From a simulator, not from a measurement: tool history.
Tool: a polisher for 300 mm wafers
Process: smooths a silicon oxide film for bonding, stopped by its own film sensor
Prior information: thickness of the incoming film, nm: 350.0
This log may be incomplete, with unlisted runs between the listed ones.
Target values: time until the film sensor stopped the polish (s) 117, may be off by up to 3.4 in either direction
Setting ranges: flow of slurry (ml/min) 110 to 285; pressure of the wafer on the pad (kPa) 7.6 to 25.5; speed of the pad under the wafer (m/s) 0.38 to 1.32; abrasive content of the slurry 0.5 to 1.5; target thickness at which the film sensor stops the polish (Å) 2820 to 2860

run  hour  flow of slurry (ml/min)  pressure of the wafer on the pad (kPa)  speed of the pad under the wafer (m/s)  abrasive content of the slurry  target thickness at which the film sensor stops the polish (Å)  time until the film sensor stopped the polish (s)
  1     0                      180                                    16.5                                    0.84                               1                                                            2860                                             96.557
  2   8.6                      180                                    19.3                                    0.84                               1                                                            2860                                             83.832
  3  11.8                      175                                    18.6                                    0.84                               1                                                            2860                                             86.195
  4  14.1                      175                                    18.6                                       1                               1                                                            2860                                             75.795
  5  15.3                      215                                    18.6                                       1                               1                                                            2860                                             73.481
  6  23.8                      210                                    17.2                                       1                               1                                                            2860                                             78.297
     30.7  -- slurry blender recalibrated
  7  30.7                      205                                    16.5                                       1                               1                                                            2860                                             71.577
  8  32.3                      200                                    16.5                                    0.94                               1                                                            2860                                             75.262
  9  33.4                      190                                    16.5                                    0.88                               1                                                            2860                                             80.459
 10  37.3                      180                                    16.5                                    0.82                               1                                                            2860                                              85.88
 11  44.9                      175                                    16.5                                    0.76                               1                                                            2860                                              91.84
 12    51                      170                                    15.9                                    0.74                               1                                                            2860                                             98.649
 13  53.8                      165                                    15.2                                    0.74                               1                                                            2860                                             103.35

Which one of the following 4 next-run settings gets every result inside its allowed miss? There is exactly one.
  A  56.6                      170                                    12.4                                    0.72                            1.05                                                            2850                                                  ?
  B  56.6                      170                                    15.2                                    0.68                             1.1                                                            2830                                                  ?
  C  56.6                      130                                    17.2                                    0.64                             0.9                                                            2840                                                  ?
  D  56.6                      150                                    18.6                                     0.5                             1.2                                                            2860                                                  ?

move  time until the film sensor stopped the polish (s)
   A                                             124.27
   B                                              108.2
   C                                             114.73
   D                                             106.79
A: moves the result that the last run missed by most past its target, out the other side
B: closer than the last run, but not yet in spec
C: all results land within tolerance of their targets
D: closer than the last run, but not yet in spec
Answer: C
